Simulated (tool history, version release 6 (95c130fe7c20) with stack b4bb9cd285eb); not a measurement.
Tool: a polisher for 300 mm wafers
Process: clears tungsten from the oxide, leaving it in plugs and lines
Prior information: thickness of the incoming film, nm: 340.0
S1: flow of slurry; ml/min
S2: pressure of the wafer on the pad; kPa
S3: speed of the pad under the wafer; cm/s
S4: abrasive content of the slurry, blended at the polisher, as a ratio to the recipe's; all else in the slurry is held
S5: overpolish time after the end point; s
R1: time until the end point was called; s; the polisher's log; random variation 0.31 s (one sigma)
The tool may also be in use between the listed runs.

| run | hour | S1 | S2 | S3 | S4 | S5 | R1 |
|---|---|---|---|---|---|---|---|
| 1 | 0 | 260 | 33.1 | 114 | 1 | 28 | 45.746 |
| 2 | 9 | 260 | 24.8 | 114 | 1 | 28 | 57.874 |
| 3 | 13.2 | 260 | 26.9 | 114 | 1 | 28 | 55.442 |
| 4 | 16.5 | 260 | 29 | 114 | 1 | 28 | 50.963 |
| 5 | 24.7 | 260 | 30.3 | 114 | 1 | 28 | 49.104 |
| 6 | 25.7 | 260 | 30.3 | 114 | 0.85 | 28 | 50.912 |
| 7 | 34.5 | 260 | 31.7 | 114 | 0.85 | 28 | 48.819 |
| 8 | 43 | 260 | 33.1 | 114 | 0.85 | 28 | 47.8 |
| 9 | 46.1 | 265 | 42.7 | 116 | 0.85 | 28 | 37.385 |

For run 10, what comes out?
| 10 | 47.9 | 265 | 43.4 | 116 | 0.85 | 28 | ? |

R1: 36.385 s

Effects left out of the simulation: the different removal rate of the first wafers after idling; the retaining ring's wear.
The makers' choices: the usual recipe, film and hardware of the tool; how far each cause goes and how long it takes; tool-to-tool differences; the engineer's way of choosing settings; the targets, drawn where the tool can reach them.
